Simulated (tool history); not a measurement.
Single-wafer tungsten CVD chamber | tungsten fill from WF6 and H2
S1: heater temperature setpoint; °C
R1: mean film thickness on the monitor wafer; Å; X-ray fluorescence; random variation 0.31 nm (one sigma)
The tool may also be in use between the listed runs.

{"run": 1, "hour": 0.0, "S1": 400, "chamber pressure (Torr)": 35.4, "deposition time (s)": 23.9, "R1": 751.37}
{"run": 2, "hour": 6.6, "S1": 398, "chamber pressure (Torr)": 35.3, "deposition time (s)": 23.9, "R1": 723.82}
{"run": 3, "hour": 10.2, "S1": 396, "chamber pressure (Torr)": 35.2, "deposition time (s)": 23.9, "R1": 698.99}
{"run": 4, "hour": 11.0, "S1": 396, "chamber pressure (Torr)": 35.2, "deposition time (s)": 23.9, "R1": 700.48}
{"run": 5, "hour": 12.5, "S1": 400, "chamber pressure (Torr)": 35.2, "deposition time (s)": 23.9, "R1": 751.05}
{"run": 6, "hour": 16.0, "S1": 400, "chamber pressure (Torr)": 35.2, "deposition time (s)": 22.6, "R1": 696.88}
{"run": 7, "hour": 17.5, "S1": 398, "chamber pressure (Torr)": 35.1, "deposition time (s)": 22.6, "R1": 680.56}
{"run": 8, "hour": 25.1, "S1": 396, "chamber pressure (Torr)": 35, "deposition time (s)": 22.6, "R1": 661.9}
{"run": 9, "hour": 32.9, "S1": 395, "chamber pressure (Torr)": 34.9, "deposition time (s)": 22.6, "R1": 650.27}
{"run": 10, "hour": 35.9, "S1": 394, "chamber pressure (Torr)": 34.8, "deposition time (s)": 22.6, "R1": 627.5}
{"run": 11, "hour": 41.6, "S1": 393, "chamber pressure (Torr)": 34.8, "deposition time (s)": 22.6, "R1": 624.15}

The next listed run, before its measurement:
{"run": 12, "hour": 43.6, "S1": 383, "chamber pressure (Torr)": 34.3, "deposition time (s)": 22.6, "R1": "?"}

{"run 12": {"R1": 519.76}}
